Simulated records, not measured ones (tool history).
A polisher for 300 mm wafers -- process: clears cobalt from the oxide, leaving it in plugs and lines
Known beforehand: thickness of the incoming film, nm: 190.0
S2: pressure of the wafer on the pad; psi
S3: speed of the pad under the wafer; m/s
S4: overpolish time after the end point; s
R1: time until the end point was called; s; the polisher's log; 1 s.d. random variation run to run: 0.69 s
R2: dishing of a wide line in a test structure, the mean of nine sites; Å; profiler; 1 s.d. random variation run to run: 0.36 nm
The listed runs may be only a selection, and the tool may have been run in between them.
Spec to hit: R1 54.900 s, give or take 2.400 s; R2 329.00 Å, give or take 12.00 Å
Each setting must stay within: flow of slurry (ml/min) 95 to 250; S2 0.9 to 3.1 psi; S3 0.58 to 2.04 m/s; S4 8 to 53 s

Run 1, hour 0.0: flow of slurry (ml/min) 160, S2 2.0 psi, S3 1.30 m/s, S4 27 s. Result: R1 23.209 s, R2 457.79 Å.
Run 2, hour 5.4: flow of slurry (ml/min) 160, S2 2.5 psi, S3 1.30 m/s, S4 27 s. Result: R1 19.355 s, R2 464.12 Å.
Run 3, hour 10.7: flow of slurry (ml/min) 160, S2 2.5 psi, S3 1.46 m/s, S4 27 s. Result: R1 17.459 s, R2 465.72 Å.
Run 4, hour 19.7: flow of slurry (ml/min) 160, S2 2.5 psi, S3 1.46 m/s, S4 32 s. Result: R1 17.301 s, R2 472.22 Å.
Run 5, hour 26.4: flow of slurry (ml/min) 140, S2 2.0 psi, S3 1.26 m/s, S4 25 s. Result: R1 23.603 s, R2 473.59 Å.
Run 6, hour 29.5: flow of slurry (ml/min) 140, S2 1.8 psi, S3 1.26 m/s, S4 25 s. Result: R1 25.546 s, R2 458.17 Å.
Run 7, hour 30.2: flow of slurry (ml/min) 100, S2 1.2 psi, S3 0.90 m/s, S4 12 s. Result: R1 47.522 s, R2 268.21 Å.
Run 8, hour 30.8: flow of slurry (ml/min) 110, S2 1.1 psi, S3 0.88 m/s, S4 17 s. Result: R1 50.355 s, R2 320.87 Å.
Run 9, hour 31.9: flow of slurry (ml/min) 110, S2 1.1 psi, S3 0.88 m/s, S4 17 s. Result: R1 50.867 s, R2 323.24 Å.
Run 10, hour 35.5: flow of slurry (ml/min) 110, S2 1.0 psi, S3 0.88 m/s, S4 17 s. Result: R1 54.202 s, R2 313.50 Å.
Run 11, hour 42.9: flow of slurry (ml/min) 115, S2 1.0 psi, S3 0.88 m/s, S4 17 s. Result: R1 54.598 s, R2 318.27 Å.
Run 12, hour 44.0: flow of slurry (ml/min) 120, S2 1.0 psi, S3 0.88 m/s, S4 17 s. Result: R1 52.687 s, R2 311.87 Å.

5 next moves are on the table. One of them brings every result within its allowed miss. Which?
Run A, hour 45.1: flow of slurry (ml/min) 125, S2 1.0 psi, S3 0.84 m/s, S4 19 s. Result: R1 ?, R2 ?.
Run B, hour 45.1: flow of slurry (ml/min) 170, S2 1.1 psi, S3 0.76 m/s, S4 16 s. Result: R1 ?, R2 ?.
Run C, hour 45.1: flow of slurry (ml/min) 125, S2 0.9 psi, S3 1.02 m/s, S4 19 s. Result: R1 ?, R2 ?.
Run D, hour 45.1: flow of slurry (ml/min) 120, S2 0.9 psi, S3 0.94 m/s, S4 22 s. Result: R1 ?, R2 ?.
Run E, hour 45.1: flow of slurry (ml/min) 120, S2 0.9 psi, S3 0.98 m/s, S4 14 s. Result: R1 ?, R2 ?.

move      R1      R2
   A  55.886  322.06
   B  55.198  294.24
   C  50.263  339.87
   D  54.272  351.99
   E  52.339  279.89
A: hits every target within its allowed miss
B: moves away from the targets compared with the last run
C: puts the biggest miss on target and leaves a different result outside tolerance
D: takes the result that was furthest off past its target
E: moves away from the targets compared with the last run
A is the move that brings every result within its allowed miss.
